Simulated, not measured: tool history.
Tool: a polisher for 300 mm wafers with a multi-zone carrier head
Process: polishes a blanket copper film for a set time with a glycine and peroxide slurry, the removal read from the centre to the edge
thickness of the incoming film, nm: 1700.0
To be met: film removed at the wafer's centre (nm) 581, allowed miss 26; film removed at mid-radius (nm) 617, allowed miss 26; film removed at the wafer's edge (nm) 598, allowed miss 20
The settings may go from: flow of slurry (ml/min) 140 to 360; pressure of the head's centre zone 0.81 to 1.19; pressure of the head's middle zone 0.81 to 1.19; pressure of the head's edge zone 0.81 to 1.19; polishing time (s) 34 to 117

run    day  flow of slurry (ml/min)  pressure of the head's centre zone  pressure of the head's middle zone  pressure of the head's edge zone  polishing time (s)  film removed at the wafer's centre (nm)  film removed at mid-radius (nm)  film removed at the wafer's edge (nm)
  1      0                      230                                   1                                   1                                 1                  75                                   485.95                           502.26                                 500.84
  2  0.146                      230                                0.93                                   1                                 1                  75                                    469.3                           501.11                                 505.35
  3  0.462                      230                                0.93                                   1                                 1                  63                                   391.36                           426.06                                 416.92
  4  0.683                      275                                0.93                                   1                                 1                  63                                   405.45                           428.76                                 430.89
  5  1.025                      280                                0.95                                1.02                              1.02                  67                                   444.82                           469.93                                 459.72
     1.083  -- slurry nozzle cleaned
  6  1.083                      280                                0.95                                1.02                              0.94                  67                                   457.88                            488.3                                 462.75
  7   1.45                      285                                0.95                                1.02                              0.94                  71                                   479.61                            507.2                                 480.45
  8    1.6                      285                                0.95                                1.02                              0.96                  74                                    502.5                           528.75                                 512.21
  9  1.967                      290                                0.95                                1.03                              0.97                  76                                   517.74                           555.65                                 526.89
 10  2.067                      295                                0.95                                1.03                              0.98                  78                                    529.6                           571.42                                 528.38
 11  2.096                      255                                0.93                                0.98                              1.01                  90                                   591.29                           622.21                                 624.06

Which of these 5 next moves meets every target?
  A  2.125                      250                                0.81                                0.97                              1.11                  90                                        ?                                ?                                      ?
  B  2.125                      295                                0.91                                0.97                              1.07                  93                                        ?                                ?                                      ?
  C  2.125                      225                                0.87                                0.92                              0.99                  96                                        ?                                ?                                      ?
  D  2.125                      220                                0.83                                0.88                              0.99                  98                                        ?                                ?                                      ?
  E  2.125                      265                                0.93                                0.98                              0.95                  89                                        ?                                ?                                      ?

move  film removed at the wafer's centre (nm)  film removed at mid-radius (nm)  film removed at the wafer's edge (nm)
   A                                   529.34                           624.33                                 648.99
   B                                   615.93                           657.23                                 667.85
   C                                   589.96                           634.02                                 647.66
   D                                   576.73                           626.89                                 659.84
   E                                   592.64                           625.87                                 597.82
A: further off than the last run
B: further off than the last run
C: further off than the last run
D: further off than the last run
E: meets every target
Move E is the one to make.
